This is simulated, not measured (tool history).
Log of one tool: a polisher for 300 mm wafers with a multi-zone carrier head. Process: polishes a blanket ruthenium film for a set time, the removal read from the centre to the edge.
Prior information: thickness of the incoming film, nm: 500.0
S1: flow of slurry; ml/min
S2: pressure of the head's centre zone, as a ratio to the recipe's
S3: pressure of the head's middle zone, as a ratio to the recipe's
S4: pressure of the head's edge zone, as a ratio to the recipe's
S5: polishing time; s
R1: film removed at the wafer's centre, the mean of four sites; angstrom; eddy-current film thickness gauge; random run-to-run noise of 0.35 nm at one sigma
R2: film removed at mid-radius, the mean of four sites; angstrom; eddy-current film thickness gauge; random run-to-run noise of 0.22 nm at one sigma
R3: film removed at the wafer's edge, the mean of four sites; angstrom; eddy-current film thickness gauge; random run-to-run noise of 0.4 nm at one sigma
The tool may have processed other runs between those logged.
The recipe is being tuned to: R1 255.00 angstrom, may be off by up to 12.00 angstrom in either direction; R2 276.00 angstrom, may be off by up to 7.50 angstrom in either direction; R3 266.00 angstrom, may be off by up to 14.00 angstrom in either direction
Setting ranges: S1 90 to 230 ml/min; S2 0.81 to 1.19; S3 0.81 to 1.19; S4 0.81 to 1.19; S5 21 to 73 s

run  hour   S1    S2    S3    S4  S5      R1      R2      R3
  1   0.0  150  1.00  1.00  1.00  47  399.13  386.11  388.61
  2   7.0  145  0.99  1.00  0.98  45  383.61  362.28  362.98
  3   7.8  145  0.96  1.00  0.98  45  369.92  363.11  371.08
  4  14.9  115  0.96  1.00  0.98  45  352.11  350.55  357.45
  5  20.0  115  0.96  1.00  1.03  45  348.90  353.11  356.41
  6  24.0  115  0.96  1.00  1.09  45  350.21  350.26  375.54
  7  31.5  100  0.86  0.90  0.99  36  243.15  249.87  274.19
  8  32.3  105  0.86  0.91  0.98  36  241.87  254.64  276.24
  9  38.4  110  0.86  0.92  0.97  36  253.46  259.27  281.03
 10  45.6  110  0.86  0.93  0.96  36  245.82  263.10  282.19
 11  49.1  110  0.87  0.94  0.94  36  250.23  262.27  264.90

Exercise: of the 4 proposed moves below, exactly one satisfies all targets within the stated allowed misses. Which move is it?
  A  52.6  100  0.94  0.96  0.95  34   ?   ?   ?
  B  52.6  115  0.92  0.91  1.03  35   ?   ?   ?
  C  52.6  115  0.85  0.96  0.82  37   ?   ?   ?
  D  52.6  110  0.91  0.96  0.92  35   ?   ?   ?

move      R1      R2      R3
   A  248.33  246.24  259.40
   B  260.11  250.28  283.98
   C  256.78  276.85  269.90
   D  254.86  259.21  267.09
A: its largest miss is bigger than the last run's
B: its largest miss is bigger than the last run's
C: every result within its allowed miss
D: its largest miss is bigger than the last run's
The move that meets every target is C.
